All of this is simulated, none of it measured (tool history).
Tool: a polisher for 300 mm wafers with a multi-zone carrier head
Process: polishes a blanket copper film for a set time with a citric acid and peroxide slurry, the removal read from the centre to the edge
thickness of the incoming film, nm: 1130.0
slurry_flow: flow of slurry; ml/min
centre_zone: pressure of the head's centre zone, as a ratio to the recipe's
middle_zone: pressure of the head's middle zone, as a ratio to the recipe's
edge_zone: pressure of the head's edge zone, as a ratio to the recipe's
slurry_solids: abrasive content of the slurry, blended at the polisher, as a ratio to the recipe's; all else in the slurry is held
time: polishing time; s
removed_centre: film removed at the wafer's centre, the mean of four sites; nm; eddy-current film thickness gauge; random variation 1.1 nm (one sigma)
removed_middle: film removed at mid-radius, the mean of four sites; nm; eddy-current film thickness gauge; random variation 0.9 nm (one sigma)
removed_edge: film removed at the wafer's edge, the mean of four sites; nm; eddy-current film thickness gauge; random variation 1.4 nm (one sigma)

run,hour,slurry_flow,centre_zone,middle_zone,edge_zone,slurry_solids,time,removed_centre,removed_middle,removed_edge
1,0.0,180,1.00,1.00,1.00,1.00,45,106.71,108.48,108.01
2,2.0,195,1.01,0.96,1.06,1.10,45,113.40,109.09,113.81
3,10.5,195,1.00,0.92,1.10,1.20,46,117.56,108.62,121.53
4,18.5,195,1.00,0.86,1.10,1.20,46,117.69,104.03,122.21
5,23.4,195,0.92,0.86,1.10,1.20,46,109.24,104.12,120.62
6,24.7,215,0.92,0.86,1.10,1.20,46,108.98,103.79,123.05
7,32.5,220,0.95,0.87,1.12,1.25,46,115.50,106.27,126.90

Forecast run 8:
8,35.1,230,0.96,0.88,1.13,1.25,46,?,?,?

removed_centre: 115.95 nm
removed_middle: 109.67 nm
removed_edge: 126.57 nm
